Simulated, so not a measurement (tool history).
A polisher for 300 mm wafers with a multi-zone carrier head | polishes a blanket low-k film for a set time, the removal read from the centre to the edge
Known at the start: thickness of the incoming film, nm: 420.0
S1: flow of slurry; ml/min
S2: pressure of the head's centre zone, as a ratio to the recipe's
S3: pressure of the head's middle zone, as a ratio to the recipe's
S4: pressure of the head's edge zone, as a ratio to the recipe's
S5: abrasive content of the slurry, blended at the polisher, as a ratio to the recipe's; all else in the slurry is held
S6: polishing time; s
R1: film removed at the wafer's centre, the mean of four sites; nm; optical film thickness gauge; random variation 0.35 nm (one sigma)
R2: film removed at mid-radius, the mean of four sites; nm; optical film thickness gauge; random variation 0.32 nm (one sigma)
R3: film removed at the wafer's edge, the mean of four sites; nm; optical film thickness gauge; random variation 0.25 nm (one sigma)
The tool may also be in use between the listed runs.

run	day	S1	S2	S3	S4	S5	S6	R1	R2	R3
1	0	260	1	1	1	1	73	29.389	30.903	29.714
2	0.192	260	1	0.94	1	1	73	29.227	29.382	29.959
3	0.454	260	0.96	0.94	1	1	73	28.74	28.784	29.926
4	0.771	260	0.96	0.99	1	1	73	28.299	30.243	29.989
5	0.988	260	0.98	0.96	0.97	0.9	73	27.835	28.474	28.471
6	1.242	260	0.98	0.96	1.06	0.9	73	28.302	28.556	30.105
7	1.45	260	1	0.94	1.01	0.8	73	27.852	26.914	28.342
8	1.692	260	1.01	0.93	0.97	0.75	73	27.794	25.593	27.16
9	1.788	260	1	0.93	0.94	0.7	73	26.85	24.992	26.695

The next listed run, before its measurement:
10	1.9	260	1.01	0.94	0.91	0.65	73	?	?	?

R1: 26.993 nm
R2: 25.609 nm
R3: 25.362 nm
